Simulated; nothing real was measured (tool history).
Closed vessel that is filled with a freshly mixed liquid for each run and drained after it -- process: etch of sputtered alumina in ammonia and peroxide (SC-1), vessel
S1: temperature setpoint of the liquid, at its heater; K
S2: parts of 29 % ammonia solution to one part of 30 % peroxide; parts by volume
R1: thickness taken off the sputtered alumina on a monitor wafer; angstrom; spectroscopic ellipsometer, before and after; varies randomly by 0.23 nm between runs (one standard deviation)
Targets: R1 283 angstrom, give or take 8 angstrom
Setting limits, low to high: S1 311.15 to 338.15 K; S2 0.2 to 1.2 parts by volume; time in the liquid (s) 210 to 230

{"run": 1, "hour": 0.0, "S1": 322.15, "S2": 0.9, "time in the liquid (s)": 210, "R1": 142.17}
{"run": 2, "hour": 1.2, "S1": 318.15, "S2": 0.9, "time in the liquid (s)": 210, "R1": 111.69}
{"run": 3, "hour": 10.3, "S1": 318.15, "S2": 0.9, "time in the liquid (s)": 210, "R1": 112.38}
{"run": 4, "hour": 19.4, "S1": 321.65, "S2": 0.9, "time in the liquid (s)": 210, "R1": 136.02}
{"run": 5, "hour": 26.6, "S1": 321.65, "S2": 0.9, "time in the liquid (s)": 210, "R1": 135.62}
{"run": 6, "hour": 32.7, "S1": 324.65, "S2": 0.9, "time in the liquid (s)": 210, "R1": 160.86}
{"run": 7, "hour": 34.7, "S1": 327.15, "S2": 0.9, "time in the liquid (s)": 210, "R1": 183.29}
{"run": 8, "hour": 43.4, "S1": 329.15, "S2": 0.9, "time in the liquid (s)": 210, "R1": 204.9}
{"run": 9, "hour": 45.9, "S1": 336.15, "S2": 0.9, "time in the liquid (s)": 210, "R1": 292.65}

Which of these 5 next moves meets every target?
{"run": "A", "hour": 48.4, "S1": 334.15, "S2": 0.85, "time in the liquid (s)": 210, "R1": "?"}
{"run": "B", "hour": 48.4, "S1": 336.65, "S2": 0.95, "time in the liquid (s)": 215, "R1": "?"}
{"run": "C", "hour": 48.4, "S1": 335.65, "S2": 0.8, "time in the liquid (s)": 225, "R1": "?"}
{"run": "D", "hour": 48.4, "S1": 335.65, "S2": 0.95, "time in the liquid (s)": 230, "R1": "?"}
{"run": "E", "hour": 48.4, "S1": 335.65, "S2": 0.9, "time in the liquid (s)": 210, "R1": "?"}

move=A R1=264.73
move=B R1=310.76
move=C R1=304.3
move=D R1=316.15
move=E R1=287.19
A: carries the result that was furthest off beyond its target, to the other side
B: its largest miss is bigger than the last run's
C: its largest miss is bigger than the last run's
D: its largest miss is bigger than the last run's
E: all results in spec
Move E is the one to make.
